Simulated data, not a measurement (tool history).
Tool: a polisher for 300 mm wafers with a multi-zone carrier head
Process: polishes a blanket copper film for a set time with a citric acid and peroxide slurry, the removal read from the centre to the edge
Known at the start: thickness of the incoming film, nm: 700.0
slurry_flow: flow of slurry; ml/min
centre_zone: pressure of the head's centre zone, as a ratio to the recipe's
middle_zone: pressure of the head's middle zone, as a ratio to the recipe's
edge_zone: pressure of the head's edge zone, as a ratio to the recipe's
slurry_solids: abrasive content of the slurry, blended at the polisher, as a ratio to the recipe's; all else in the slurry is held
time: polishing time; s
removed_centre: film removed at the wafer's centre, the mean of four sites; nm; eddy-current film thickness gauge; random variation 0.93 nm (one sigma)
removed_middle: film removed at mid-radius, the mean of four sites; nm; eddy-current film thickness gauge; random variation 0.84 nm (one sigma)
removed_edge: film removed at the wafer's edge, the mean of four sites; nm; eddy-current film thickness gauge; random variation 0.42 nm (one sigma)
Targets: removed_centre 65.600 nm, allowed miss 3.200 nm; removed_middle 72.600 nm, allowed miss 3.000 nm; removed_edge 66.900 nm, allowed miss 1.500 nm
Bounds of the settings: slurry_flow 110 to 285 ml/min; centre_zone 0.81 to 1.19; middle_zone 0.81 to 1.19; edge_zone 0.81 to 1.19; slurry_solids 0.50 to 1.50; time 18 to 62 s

run 1 hour=0.0 | slurry_flow=180 centre_zone=1.00 middle_zone=1.00 edge_zone=1.00 slurry_solids=1.00 time=40 | removed_centre=84.218 removed_middle=81.357 removed_edge=83.539
run 2 hour=3.6 | slurry_flow=180 centre_zone=1.00 middle_zone=1.00 edge_zone=1.00 slurry_solids=1.00 time=30 | removed_centre=63.708 removed_middle=61.787 removed_edge=63.003
run 3 hour=6.8 | slurry_flow=195 centre_zone=0.99 middle_zone=1.03 edge_zone=1.01 slurry_solids=1.00 time=30 | removed_centre=64.239 removed_middle=63.251 removed_edge=64.177
run 4 hour=7.8 | slurry_flow=195 centre_zone=0.95 middle_zone=1.03 edge_zone=1.01 slurry_solids=1.00 time=30 | removed_centre=59.722 removed_middle=63.481 removed_edge=64.112
run 5 hour=12.0 | slurry_flow=195 centre_zone=0.95 middle_zone=0.95 edge_zone=1.01 slurry_solids=1.00 time=30 | removed_centre=60.905 removed_middle=59.127 removed_edge=63.822
run 6 hour=19.7 | slurry_flow=195 centre_zone=0.95 middle_zone=0.95 edge_zone=0.97 slurry_solids=1.00 time=30 | removed_centre=59.752 removed_middle=59.588 removed_edge=63.240
run 7 hour=23.8 | slurry_flow=210 centre_zone=0.96 middle_zone=1.00 edge_zone=0.97 slurry_solids=1.05 time=30 | removed_centre=62.465 removed_middle=62.999 removed_edge=63.508
run 8 hour=27.4 | slurry_flow=215 centre_zone=0.96 middle_zone=1.04 edge_zone=0.98 slurry_solids=1.10 time=30 | removed_centre=61.697 removed_middle=67.149 removed_edge=64.198
run 9 hour=34.4 | slurry_flow=220 centre_zone=0.97 middle_zone=1.05 edge_zone=0.99 slurry_solids=1.15 time=30 | removed_centre=64.184 removed_middle=65.452 removed_edge=65.304
run 10 hour=42.2 | slurry_flow=225 centre_zone=0.97 middle_zone=1.08 edge_zone=0.99 slurry_solids=1.15 time=30 | removed_centre=65.373 removed_middle=69.172 removed_edge=65.565
run 11 hour=43.5 | slurry_flow=230 centre_zone=0.97 middle_zone=1.09 edge_zone=0.99 slurry_solids=1.15 time=30 | removed_centre=63.418 removed_middle=68.161 removed_edge=65.982

Which of these 4 next moves meets every target?
run A hour=44.8 | slurry_flow=220 centre_zone=1.03 middle_zone=0.97 edge_zone=1.07 slurry_solids=1.05 time=29 | removed_centre=? removed_middle=? removed_edge=?
run B hour=44.8 | slurry_flow=230 centre_zone=0.96 middle_zone=1.07 edge_zone=1.09 slurry_solids=1.05 time=29 | removed_centre=? removed_middle=? removed_edge=?
run C hour=44.8 | slurry_flow=220 centre_zone=0.96 middle_zone=1.10 edge_zone=0.95 slurry_solids=1.20 time=31 | removed_centre=? removed_middle=? removed_edge=?
run D hour=44.8 | slurry_flow=285 centre_zone=0.99 middle_zone=1.03 edge_zone=1.06 slurry_solids=1.15 time=28 | removed_centre=? removed_middle=? removed_edge=?

move=A removed_centre=65.485 removed_middle=60.202 removed_edge=64.260
move=B removed_centre=61.364 removed_middle=65.724 removed_edge=64.983
move=C removed_centre=66.606 removed_middle=73.080 removed_edge=66.030
move=D removed_centre=63.298 removed_middle=63.504 removed_edge=63.684
A: further off than the last run
B: further off than the last run
C: meets every target
D: further off than the last run
The right move is C.
